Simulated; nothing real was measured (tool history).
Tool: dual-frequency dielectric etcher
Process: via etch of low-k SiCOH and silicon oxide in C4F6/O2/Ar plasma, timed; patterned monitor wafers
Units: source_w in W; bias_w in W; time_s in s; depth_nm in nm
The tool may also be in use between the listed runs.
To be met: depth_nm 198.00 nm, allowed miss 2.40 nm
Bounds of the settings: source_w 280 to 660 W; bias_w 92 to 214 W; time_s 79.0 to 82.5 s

run,hour,source_w,bias_w,time_s,depth_nm
1,0.0,470,153,79.0,210.64
2,6.8,470,153,79.0,210.81
3,13.0,470,153,82.5,218.75
4,19.3,470,176,82.5,229.12
5,23.3,450,175,82.5,224.84
6,27.0,400,175,82.5,211.99
7,33.7,400,175,82.5,212.29
8,34.6,390,175,82.5,209.94
9,42.1,380,175,82.5,206.94
10,49.5,370,175,82.5,204.82

5 next moves are on the table. One of them brings every result within its allowed miss. Which?
A,56.9,390,174,80.5,?
B,56.9,310,191,81.5,?
C,56.9,380,176,80.5,?
D,56.9,330,190,79.5,?
E,56.9,330,187,82.5,?

move,depth_nm
A,203.99
B,190.81
C,202.27
D,191.60
E,197.73
A: nearer than the last run, and not there yet
B: takes the result that was furthest off past its target
C: nearer than the last run, and not there yet
D: takes the result that was furthest off past its target
E: meets every target
Move E is the one to make.
